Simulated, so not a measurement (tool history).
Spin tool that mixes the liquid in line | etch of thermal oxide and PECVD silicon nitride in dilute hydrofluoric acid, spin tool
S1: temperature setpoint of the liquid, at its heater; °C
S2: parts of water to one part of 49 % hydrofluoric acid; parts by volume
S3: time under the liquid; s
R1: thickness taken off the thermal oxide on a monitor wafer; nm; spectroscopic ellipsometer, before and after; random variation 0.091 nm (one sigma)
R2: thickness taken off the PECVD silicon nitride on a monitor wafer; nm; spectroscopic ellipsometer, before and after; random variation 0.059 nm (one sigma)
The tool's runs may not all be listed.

run	hour	S1	S2	S3	R1	R2
1	0	26	55	180	17.458	7.2105
2	1.7	26	65	180	14.472	6.1645
3	8.2	26	80	180	11.595	4.9128
4	13.9	26	75	180	12.363	5.343
5	21.2	26	75	235	16.347	7.0782
6	27.9	26	75	280	19.257	8.2671
7	30.8	25.5	75	280	18.859	7.9098
8	37.6	25	75	280	18.749	7.7635
9	42	24	80	280	16.687	6.9448

Run 10 comes next. What will it give?
10	43	23.5	80	280	?	?

R1: 16.056 nm
R2: 6.5645 nm

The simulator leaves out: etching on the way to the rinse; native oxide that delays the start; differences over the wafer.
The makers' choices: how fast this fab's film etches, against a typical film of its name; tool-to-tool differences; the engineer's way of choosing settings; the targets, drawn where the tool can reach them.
